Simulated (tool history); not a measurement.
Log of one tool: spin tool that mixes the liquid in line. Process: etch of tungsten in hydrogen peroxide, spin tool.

run  hour  temperature setpoint of the liquid (C)  concentration of hydrogen peroxide in the mixed liquid (% by weight)  time under the liquid (s)  thickness taken off the tungsten on a monitor wafer (nm)
  1   0.0                                    54.0                                                                  22.5                         55                                                    63.141
  2   3.9                                    56.0                                                                  22.5                         55                                                    71.344
  3   6.7                                    49.0                                                                  22.5                         55                                                    45.611
  4   7.8                                    49.0                                                                  22.5                         55                                                    46.020
  5  15.6                                    52.0                                                                  22.5                         55                                                    55.332
  6  21.7                                    54.0                                                                  22.5                         55                                                    63.071

Run 7 comes next. What will it give?
  7  27.1                                    55.5                                                                  22.5                         55                                                         ?

{"run 7": {"thickness taken off the tungsten on a monitor wafer (nm)": 68.181}}

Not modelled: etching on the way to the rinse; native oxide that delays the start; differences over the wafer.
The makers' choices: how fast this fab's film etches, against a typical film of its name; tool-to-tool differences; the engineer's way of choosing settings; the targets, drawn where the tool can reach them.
